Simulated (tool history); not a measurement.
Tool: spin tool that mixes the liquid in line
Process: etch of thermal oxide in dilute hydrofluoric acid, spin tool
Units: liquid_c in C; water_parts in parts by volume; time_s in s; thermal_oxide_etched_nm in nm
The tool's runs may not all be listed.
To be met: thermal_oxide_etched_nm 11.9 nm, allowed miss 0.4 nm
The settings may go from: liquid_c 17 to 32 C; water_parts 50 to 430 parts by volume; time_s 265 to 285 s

Run 1, hour 0: liquid_c 24 C, water_parts 240 parts by volume, time_s 265 s. Result: thermal_oxide_etched_nm 4.7516 nm.
Run 2, hour 5.2: liquid_c 26 C, water_parts 200 parts by volume, time_s 265 s. Result: thermal_oxide_etched_nm 6.4116 nm.
Run 3, hour 5.9: liquid_c 27.5 C, water_parts 175 parts by volume, time_s 265 s. Result: thermal_oxide_etched_nm 7.919 nm.
Run 4, hour 10.1: liquid_c 28.5 C, water_parts 160 parts by volume, time_s 265 s. Result: thermal_oxide_etched_nm 9.1114 nm.
Run 5, hour 17.8: liquid_c 28.5 C, water_parts 160 parts by volume, time_s 285 s. Result: thermal_oxide_etched_nm 10.017 nm.
Run 6, hour 18.8: liquid_c 29.5 C, water_parts 160 parts by volume, time_s 285 s. Result: thermal_oxide_etched_nm 10.314 nm.
Run 7, hour 22.2: liquid_c 30 C, water_parts 155 parts by volume, time_s 285 s. Result: thermal_oxide_etched_nm 10.71 nm.
At hour 23.7: hydrofluoric acid flow meter replaced.
Run 8, hour 23.7: liquid_c 30.5 C, water_parts 150 parts by volume, time_s 285 s. Result: thermal_oxide_etched_nm 12.326 nm.
Run 9, hour 31.1: liquid_c 30.5 C, water_parts 150 parts by volume, time_s 285 s. Result: thermal_oxide_etched_nm 12.397 nm.

Which of these 5 next moves meets every target?
Run A, hour 38.5: liquid_c 29.5 C, water_parts 145 parts by volume, time_s 285 s. Result: thermal_oxide_etched_nm ?.
Run B, hour 38.5: liquid_c 30 C, water_parts 140 parts by volume, time_s 285 s. Result: thermal_oxide_etched_nm ?.
Run C, hour 38.5: liquid_c 26.5 C, water_parts 130 parts by volume, time_s 270 s. Result: thermal_oxide_etched_nm ?.
Run D, hour 38.5: liquid_c 32 C, water_parts 150 parts by volume, time_s 280 s. Result: thermal_oxide_etched_nm ?.
Run E, hour 38.5: liquid_c 28.5 C, water_parts 135 parts by volume, time_s 285 s. Result: thermal_oxide_etched_nm ?.

move  thermal_oxide_etched_nm
   A                   12.656
   B                   13.436
   C                   12.198
   D                   13.056
   E                   13.277
A: further off than the last run
B: further off than the last run
C: meets every target
D: further off than the last run
E: further off than the last run
Answer: C

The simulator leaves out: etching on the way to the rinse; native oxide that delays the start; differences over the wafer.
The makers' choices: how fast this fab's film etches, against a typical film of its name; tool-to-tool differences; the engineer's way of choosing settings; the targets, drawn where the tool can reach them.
